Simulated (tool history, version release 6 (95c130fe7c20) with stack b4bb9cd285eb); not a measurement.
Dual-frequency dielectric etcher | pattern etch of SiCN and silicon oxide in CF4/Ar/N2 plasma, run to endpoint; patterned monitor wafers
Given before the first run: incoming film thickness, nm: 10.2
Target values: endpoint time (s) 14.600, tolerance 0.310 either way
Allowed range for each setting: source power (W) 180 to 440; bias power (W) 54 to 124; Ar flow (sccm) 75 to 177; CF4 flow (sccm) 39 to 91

run  hour  source power (W)  bias power (W)  Ar flow (sccm)  CF4 flow (sccm)  endpoint time (s)
  1   0.0               310              89             126               65             16.664
  2   4.6               310              89             126               59             16.819
  3   9.1               310             102             126               59             16.161
  4  12.0               310              93             126               59             16.704
  5  20.6               320              93             126               59             16.108
  6  23.8               290              93             126               59             17.897
  7  30.6               300              93             126               59             17.275
  8  39.2               310              93             126               59             16.665
  9  48.0               320              93             126               59             16.210
 10  51.0               320              93             126               59             16.132

Which single option among these 4 for the next run brings every result within its allowed miss of target? Just one does.
  A  54.0               380              90             121               59                  ?
  B  54.0               340             104             112               61                  ?
  C  54.0               300              93             135               61                  ?
  D  54.0               270              92             134               59                  ?

move  endpoint time (s)
   A             13.988
   B             14.674
   C             17.429
   D             19.354
A: takes the biggest miss from the last run beyond its target
B: every result within its allowed miss
C: moves away from the targets compared with the last run
D: moves away from the targets compared with the last run
B meets every target.

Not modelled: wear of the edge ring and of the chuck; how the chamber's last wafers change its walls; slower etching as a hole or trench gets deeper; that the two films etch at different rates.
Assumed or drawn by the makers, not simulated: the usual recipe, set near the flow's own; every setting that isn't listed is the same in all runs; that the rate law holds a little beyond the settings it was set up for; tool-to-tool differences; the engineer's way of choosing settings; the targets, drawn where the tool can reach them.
